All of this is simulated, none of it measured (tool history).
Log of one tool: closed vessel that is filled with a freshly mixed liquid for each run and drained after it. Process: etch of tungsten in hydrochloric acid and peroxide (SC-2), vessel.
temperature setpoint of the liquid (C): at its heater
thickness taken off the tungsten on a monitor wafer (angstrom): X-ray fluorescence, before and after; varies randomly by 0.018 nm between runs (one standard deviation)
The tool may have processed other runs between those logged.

run	hour	temperature setpoint of the liquid (C)	parts of water to one part each of 37 % hydrochloric acid and 30 % peroxide (parts by volume)	time in the liquid (s)	thickness taken off the tungsten on a monitor wafer (angstrom)
1	0	51	9.5	35	56.441
2	5.8	48	9.5	35	46.056
3	14.4	48	9.5	35	45.836
4	21.5	46	9.5	35	40.65
5	25.3	44.5	9.5	35	36.22
6	30.6	41	9.5	35	28.724

Run 7 comes next. What will it give?
7	35.2	41	9.5	35	?

{"run 7": {"thickness taken off the tungsten on a monitor wafer (angstrom)": 28.301}}
